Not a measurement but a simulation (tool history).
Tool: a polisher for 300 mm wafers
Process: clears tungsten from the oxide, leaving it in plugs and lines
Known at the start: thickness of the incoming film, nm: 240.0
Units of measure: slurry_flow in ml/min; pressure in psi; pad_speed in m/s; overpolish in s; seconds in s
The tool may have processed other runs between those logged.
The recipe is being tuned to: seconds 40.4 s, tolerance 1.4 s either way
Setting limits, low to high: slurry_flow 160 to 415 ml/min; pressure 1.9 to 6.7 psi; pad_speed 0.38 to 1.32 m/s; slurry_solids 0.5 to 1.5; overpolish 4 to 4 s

run 1 hour=0 | slurry_flow=265 pressure=4.3 pad_speed=0.84 slurry_solids=1 overpolish=4 | seconds=52.375
run 2 hour=0.9 | slurry_flow=265 pressure=4.5 pad_speed=0.84 slurry_solids=1 overpolish=4 | seconds=49.965
run 3 hour=2.9 | slurry_flow=305 pressure=4.5 pad_speed=0.84 slurry_solids=1 overpolish=4 | seconds=48.878
run 4 hour=7.3 | slurry_flow=305 pressure=3.4 pad_speed=0.84 slurry_solids=1 overpolish=4 | seconds=63.88
run 5 hour=10.2 | slurry_flow=305 pressure=3.4 pad_speed=0.84 slurry_solids=1 overpolish=4 | seconds=65.914
run 6 hour=15.2 | slurry_flow=305 pressure=3.7 pad_speed=0.84 slurry_solids=1 overpolish=4 | seconds=60.56
run 7 hour=17.7 | slurry_flow=305 pressure=4 pad_speed=0.84 slurry_solids=1 overpolish=4 | seconds=54.776
run 8 hour=21.7 | slurry_flow=315 pressure=4.2 pad_speed=0.84 slurry_solids=1 overpolish=4 | seconds=52.643

Which single option among these 4 for the next run brings every result within its allowed miss of target? Just one does.
run A hour=25.7 | slurry_flow=335 pressure=3.9 pad_speed=0.72 slurry_solids=0.9 overpolish=4 | seconds=?
run B hour=25.7 | slurry_flow=270 pressure=6.2 pad_speed=0.78 slurry_solids=1.2 overpolish=4 | seconds=?
run C hour=25.7 | slurry_flow=390 pressure=4.4 pad_speed=1.02 slurry_solids=1 overpolish=4 | seconds=?
run D hour=25.7 | slurry_flow=305 pressure=5.5 pad_speed=0.98 slurry_solids=0.9 overpolish=4 | seconds=?

move=A seconds=68.388
move=B seconds=37.317
move=C seconds=41.337
move=D seconds=36.612
A: its largest miss is bigger than the last run's
B: carries the result that was furthest off beyond its target, to the other side
C: meets every target
D: carries the result that was furthest off beyond its target, to the other side
Correct choice: C, which meets every target
